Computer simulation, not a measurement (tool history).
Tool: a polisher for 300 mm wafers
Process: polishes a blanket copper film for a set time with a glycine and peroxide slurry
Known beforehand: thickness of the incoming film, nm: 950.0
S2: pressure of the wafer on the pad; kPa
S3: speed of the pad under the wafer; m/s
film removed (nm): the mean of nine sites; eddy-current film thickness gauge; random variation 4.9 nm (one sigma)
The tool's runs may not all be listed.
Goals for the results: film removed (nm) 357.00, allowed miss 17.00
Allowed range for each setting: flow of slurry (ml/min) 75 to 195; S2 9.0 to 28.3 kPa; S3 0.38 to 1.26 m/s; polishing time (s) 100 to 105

Run 1, hour 0.0: flow of slurry (ml/min) 125, S2 18.6 kPa, S3 0.82 m/s, polishing time (s) 100. Result: film removed (nm) 531.97.
Run 2, hour 6.8: flow of slurry (ml/min) 125, S2 17.2 kPa, S3 0.80 m/s, polishing time (s) 100. Result: film removed (nm) 503.70.
Run 3, hour 13.3: flow of slurry (ml/min) 125, S2 15.9 kPa, S3 0.78 m/s, polishing time (s) 100. Result: film removed (nm) 482.04.
Run 4, hour 20.5: flow of slurry (ml/min) 125, S2 15.9 kPa, S3 0.78 m/s, polishing time (s) 105. Result: film removed (nm) 503.77.
Run 5, hour 29.4: flow of slurry (ml/min) 125, S2 19.3 kPa, S3 0.78 m/s, polishing time (s) 105. Result: film removed (nm) 555.16.
Run 6, hour 31.0: flow of slurry (ml/min) 125, S2 19.3 kPa, S3 0.70 m/s, polishing time (s) 105. Result: film removed (nm) 510.77.
Run 7, hour 38.0: flow of slurry (ml/min) 125, S2 17.2 kPa, S3 0.68 m/s, polishing time (s) 105. Result: film removed (nm) 462.86.
Run 8, hour 39.3: flow of slurry (ml/min) 125, S2 15.9 kPa, S3 0.68 m/s, polishing time (s) 105. Result: film removed (nm) 450.34.
Run 9, hour 45.8: flow of slurry (ml/min) 125, S2 14.5 kPa, S3 0.66 m/s, polishing time (s) 105. Result: film removed (nm) 422.58.
Run 10, hour 53.7: flow of slurry (ml/min) 125, S2 13.8 kPa, S3 0.66 m/s, polishing time (s) 105. Result: film removed (nm) 416.15.
Run 11, hour 54.5: flow of slurry (ml/min) 125, S2 13.1 kPa, S3 0.66 m/s, polishing time (s) 105. Result: film removed (nm) 402.03.
Run 12, hour 59.5: flow of slurry (ml/min) 125, S2 12.4 kPa, S3 0.66 m/s, polishing time (s) 105. Result: film removed (nm) 402.87.
Run 13, hour 65.6: flow of slurry (ml/min) 125, S2 12.4 kPa, S3 0.66 m/s, polishing time (s) 105. Result: film removed (nm) 396.28.
Run 14, hour 71.4: flow of slurry (ml/min) 125, S2 11.7 kPa, S3 0.66 m/s, polishing time (s) 105. Result: film removed (nm) 384.14.
Run 15, hour 72.8: flow of slurry (ml/min) 120, S2 11.0 kPa, S3 0.66 m/s, polishing time (s) 105. Result: film removed (nm) 378.53.

Exercise: of the 4 proposed moves below, exactly one satisfies all targets within the stated allowed misses. Which move is it?
Run A, hour 74.2: flow of slurry (ml/min) 130, S2 11.0 kPa, S3 0.72 m/s, polishing time (s) 105. Result: film removed (nm) ?.
Run B, hour 74.2: flow of slurry (ml/min) 130, S2 17.2 kPa, S3 0.46 m/s, polishing time (s) 105. Result: film removed (nm) ?.
Run C, hour 74.2: flow of slurry (ml/min) 100, S2 9.7 kPa, S3 0.76 m/s, polishing time (s) 105. Result: film removed (nm) ?.
Run D, hour 74.2: flow of slurry (ml/min) 140, S2 9.0 kPa, S3 0.82 m/s, polishing time (s) 100. Result: film removed (nm) ?.

move  film removed (nm)
   A             405.99
   B             354.39
   C             386.15
   D             399.08
A: moves away from the targets compared with the last run
B: meets every target
C: moves away from the targets compared with the last run
D: moves away from the targets compared with the last run
Correct choice: B, which meets every target

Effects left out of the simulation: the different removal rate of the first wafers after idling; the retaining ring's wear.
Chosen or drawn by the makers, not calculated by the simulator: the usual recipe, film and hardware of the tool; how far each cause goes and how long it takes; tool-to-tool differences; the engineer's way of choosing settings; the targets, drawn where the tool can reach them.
